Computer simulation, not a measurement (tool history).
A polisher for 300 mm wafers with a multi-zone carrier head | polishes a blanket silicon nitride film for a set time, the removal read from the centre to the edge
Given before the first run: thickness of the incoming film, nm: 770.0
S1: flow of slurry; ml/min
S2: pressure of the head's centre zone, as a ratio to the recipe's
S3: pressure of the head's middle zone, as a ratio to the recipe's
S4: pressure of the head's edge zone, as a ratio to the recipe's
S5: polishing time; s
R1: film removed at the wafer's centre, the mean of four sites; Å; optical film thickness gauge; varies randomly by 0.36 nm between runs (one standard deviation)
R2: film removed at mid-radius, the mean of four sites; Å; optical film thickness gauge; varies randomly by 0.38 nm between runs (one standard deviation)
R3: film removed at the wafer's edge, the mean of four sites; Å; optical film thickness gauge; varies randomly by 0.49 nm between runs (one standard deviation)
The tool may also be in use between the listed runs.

Run 1, hour 0: S1 310 ml/min, S2 1, S3 1, S4 1, S5 45 s. Result: R1 694.61 Å, R2 692.64 Å, R3 689.28 Å.
Run 2, hour 2: S1 280 ml/min, S2 1, S3 1, S4 1, S5 45 s. Result: R1 691.16 Å, R2 701.01 Å, R3 683.65 Å.
Run 3, hour 8.3: S1 270 ml/min, S2 1, S3 0.97, S4 0.95, S5 37 s. Result: R1 574.39 Å, R2 560.68 Å, R3 540.27 Å.
Run 4, hour 9.2: S1 265 ml/min, S2 0.98, S3 0.93, S4 0.92, S5 33 s. Result: R1 499.32 Å, R2 487.39 Å, R3 471.19 Å.
Run 5, hour 17.1: S1 265 ml/min, S2 1.03, S3 0.93, S4 0.92, S5 33 s. Result: R1 522.88 Å, R2 482.37 Å, R3 480.7 Å.
Run 6, hour 24.8: S1 265 ml/min, S2 1.03, S3 0.89, S4 0.92, S5 33 s. Result: R1 516.76 Å, R2 466.05 Å, R3 476.1 Å.
Run 7, hour 33.2: S1 270 ml/min, S2 0.97, S3 0.88, S4 0.82, S5 21 s. Result: R1 310.33 Å, R2 288 Å, R3 289.65 Å.
Run 8, hour 40.2: S1 270 ml/min, S2 0.99, S3 0.91, S4 0.87, S5 21 s. Result: R1 325.93 Å, R2 302.48 Å, R3 295.81 Å.
Run 9, hour 43.9: S1 270 ml/min, S2 1, S3 0.93, S4 0.95, S5 22 s. Result: R1 337.89 Å, R2 325.97 Å, R3 321.32 Å.
Run 10, hour 50: S1 260 ml/min, S2 1.03, S3 0.95, S4 0.98, S5 23 s. Result: R1 360.04 Å, R2 342.4 Å, R3 343.27 Å.
Run 11, hour 57.6: S1 255 ml/min, S2 1.05, S3 0.97, S4 0.99, S5 23 s. Result: R1 368.96 Å, R2 350.32 Å, R3 348.48 Å.
Run 12, hour 65: S1 250 ml/min, S2 1.06, S3 0.99, S4 1, S5 23 s. Result: R1 371.05 Å, R2 347.6 Å, R3 350.61 Å.
Run 13, hour 71.3: S1 250 ml/min, S2 1.07, S3 1.01, S4 1, S5 23 s. Result: R1 374.92 Å, R2 361.1 Å, R3 347.13 Å.
Run 14, hour 74.6: S1 250 ml/min, S2 1.08, S3 1.01, S4 1.01, S5 23 s. Result: R1 378.86 Å, R2 360.78 Å, R3 347.66 Å.
Run 15, hour 80: S1 250 ml/min, S2 1.09, S3 1.01, S4 1.02, S5 23 s. Result: R1 379.55 Å, R2 360.26 Å, R3 348.55 Å.
Run 16, hour 85: S1 250 ml/min, S2 1.09, S3 1.01, S4 1.03, S5 23 s. Result: R1 382.13 Å, R2 358 Å, R3 348.93 Å.

Run 17 comes next. What will it give?
Run 17, hour 86.2: S1 245 ml/min, S2 1.09, S3 1.01, S4 1.04, S5 23 s. Result: R1 ?, R2 ?, R3 ?.

R1: 381.01 Å
R2: 360.82 Å
R3: 349.4 Å
